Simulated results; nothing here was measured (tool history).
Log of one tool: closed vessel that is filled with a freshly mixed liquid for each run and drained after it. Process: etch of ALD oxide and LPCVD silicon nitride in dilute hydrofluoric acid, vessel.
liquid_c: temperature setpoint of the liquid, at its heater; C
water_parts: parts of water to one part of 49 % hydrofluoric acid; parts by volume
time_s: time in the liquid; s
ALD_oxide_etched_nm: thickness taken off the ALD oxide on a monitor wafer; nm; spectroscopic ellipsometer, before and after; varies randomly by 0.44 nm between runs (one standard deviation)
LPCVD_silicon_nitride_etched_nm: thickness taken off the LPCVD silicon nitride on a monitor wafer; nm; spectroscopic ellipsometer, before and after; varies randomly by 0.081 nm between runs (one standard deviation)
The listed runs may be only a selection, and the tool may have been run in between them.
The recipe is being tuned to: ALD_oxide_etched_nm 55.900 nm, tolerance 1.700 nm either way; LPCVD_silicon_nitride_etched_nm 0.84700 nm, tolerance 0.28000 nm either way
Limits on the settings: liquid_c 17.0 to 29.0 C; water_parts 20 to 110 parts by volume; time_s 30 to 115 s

run,hour,liquid_c,water_parts,time_s,ALD_oxide_etched_nm,LPCVD_silicon_nitride_etched_nm
1,0.0,21.0,60,60,26.182,0.36865
2,8.3,18.5,60,60,23.448,0.31456
3,10.3,17.0,60,60,22.451,0.34935
4,16.9,17.0,45,60,29.914,0.34811
5,22.5,17.0,45,60,30.428,0.38281
6,31.0,18.5,45,60,32.086,0.40259
7,33.0,20.0,45,60,34.361,0.43307
8,37.4,21.5,45,60,36.333,0.52746
9,38.4,22.5,45,60,37.769,0.61345
10,44.6,22.5,45,60,38.080,0.58628
11,49.4,23.0,45,60,38.539,0.59297
12,50.2,23.5,45,60,39.226,0.59448
13,54.6,24.0,45,60,40.185,0.57810
14,55.8,25.0,45,60,42.345,0.71922
15,61.9,25.5,45,60,42.549,0.57818
16,62.8,26.0,45,60,43.970,0.69268
17,65.1,26.0,45,60,43.327,0.80038

Below are 5 possible settings for the next run. Only one of them brings all results inside the allowed miss of their targets. Which is it?
A,67.4,21.5,30,70,?,?
B,67.4,28.0,45,65,?,?
C,67.4,25.5,40,70,?,?
D,67.4,23.5,50,55,?,?
E,67.4,23.0,45,80,?,?

move,ALD_oxide_etched_nm,LPCVD_silicon_nitride_etched_nm
A,64.333,0.82036
B,51.043,0.79618
C,56.284,0.81523
D,32.145,0.45012
E,51.219,0.70144
A: carries the result that was furthest off beyond its target, to the other side
B: an improvement on the last run, though not all results are within tolerance
C: all results land within tolerance of their targets
D: moves away from the targets compared with the last run
E: an improvement on the last run, though not all results are within tolerance
Answer: C
